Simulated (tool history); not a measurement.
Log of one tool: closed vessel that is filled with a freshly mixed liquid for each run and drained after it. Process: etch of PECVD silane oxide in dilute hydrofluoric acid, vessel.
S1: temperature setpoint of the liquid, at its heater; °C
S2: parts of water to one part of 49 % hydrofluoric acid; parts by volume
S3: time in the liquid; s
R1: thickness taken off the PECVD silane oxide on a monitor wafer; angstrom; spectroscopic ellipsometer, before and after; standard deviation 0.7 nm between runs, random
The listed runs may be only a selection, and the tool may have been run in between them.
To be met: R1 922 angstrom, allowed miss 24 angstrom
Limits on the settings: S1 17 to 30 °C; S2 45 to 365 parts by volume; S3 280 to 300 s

Run 1, hour 0: S1 22 °C, S2 205 parts by volume, S3 280 s. Result: R1 345.94 angstrom.
Run 2, hour 6.8: S1 23.5 °C, S2 185 parts by volume, S3 280 s. Result: R1 415.6 angstrom.
Run 3, hour 8.9: S1 26.5 °C, S2 185 parts by volume, S3 280 s. Result: R1 459.5 angstrom.
Run 4, hour 16.5: S1 26.5 °C, S2 185 parts by volume, S3 300 s. Result: R1 494.66 angstrom.
Run 5, hour 17.3: S1 27 °C, S2 170 parts by volume, S3 300 s. Result: R1 562.53 angstrom.
Run 6, hour 23.2: S1 27.5 °C, S2 160 parts by volume, S3 300 s. Result: R1 620.67 angstrom.
Run 7, hour 30.5: S1 28 °C, S2 150 parts by volume, S3 300 s. Result: R1 682.96 angstrom.
Run 8, hour 35.3: S1 28.5 °C, S2 145 parts by volume, S3 300 s. Result: R1 728.02 angstrom.
Run 9, hour 43.2: S1 28.5 °C, S2 140 parts by volume, S3 300 s. Result: R1 755.73 angstrom.
Run 10, hour 45.1: S1 28.5 °C, S2 140 parts by volume, S3 300 s. Result: R1 754.16 angstrom.
Run 11, hour 50.1: S1 28.5 °C, S2 135 parts by volume, S3 300 s. Result: R1 790.33 angstrom.

Consider the 4 candidate settings below. Which is the only one whose results all fall within their allowed miss of target?
Run A, hour 55.1: S1 27 °C, S2 105 parts by volume, S3 300 s. Result: R1 ?.
Run B, hour 55.1: S1 30 °C, S2 145 parts by volume, S3 300 s. Result: R1 ?.
Run C, hour 55.1: S1 26 °C, S2 135 parts by volume, S3 280 s. Result: R1 ?.
Run D, hour 55.1: S1 29 °C, S2 115 parts by volume, S3 285 s. Result: R1 ?.

move      R1
   A  996.09
   B  765.29
   C  670.14
   D   919.7
A: takes the biggest miss from the last run beyond its target
B: the biggest miss grows against the last run
C: the biggest miss grows against the last run
D: every result lands within tolerance
Answer: D
